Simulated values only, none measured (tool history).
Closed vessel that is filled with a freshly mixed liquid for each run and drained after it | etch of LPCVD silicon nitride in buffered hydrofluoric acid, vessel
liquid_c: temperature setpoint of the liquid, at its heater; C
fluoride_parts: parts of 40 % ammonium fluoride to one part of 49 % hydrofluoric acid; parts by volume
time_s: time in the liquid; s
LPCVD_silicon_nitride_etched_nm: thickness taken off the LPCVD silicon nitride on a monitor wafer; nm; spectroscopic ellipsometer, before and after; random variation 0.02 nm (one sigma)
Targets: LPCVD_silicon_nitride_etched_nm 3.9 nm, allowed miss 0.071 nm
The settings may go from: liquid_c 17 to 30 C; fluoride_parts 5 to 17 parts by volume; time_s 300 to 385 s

run  hour  liquid_c  fluoride_parts  time_s  LPCVD_silicon_nitride_etched_nm
  1     0        22            10.5     385                            4.828
  2   2.5        22            10.5     300                           3.7472
  3   9.6        22            10.5     385                           4.8089
  4  18.8        21            10.5     385                           4.5979
  5  25.3      17.5            10.5     385                           3.7361
  6  34.5      17.5            10.5     300                           2.9055
  7  40.6        19            10.5     300                           3.1757
  8  50.1        20            10.5     300                           3.3537
  9  59.5        21            10.5     300                           3.5487
 10  63.6      21.5            10.5     300                           3.6321

Which of these 5 next moves meets every target?
  A  67.7      19.5            10.5     370                                ?
  B  67.7        23            14.5     385                                ?
  C  67.7        22              12     340                                ?
  D  67.7        22            11.5     340                                ?
  E  67.7        21              10     300                                ?

move  LPCVD_silicon_nitride_etched_nm
   A                           4.0551
   B                           3.7372
   C                           3.7598
   D                           3.9195
   E                           3.7494
A: takes the result that was furthest off past its target
B: nearer than the last run, and not there yet
C: nearer than the last run, and not there yet
D: meets every target
E: nearer than the last run, and not there yet
Move D is the one to make.
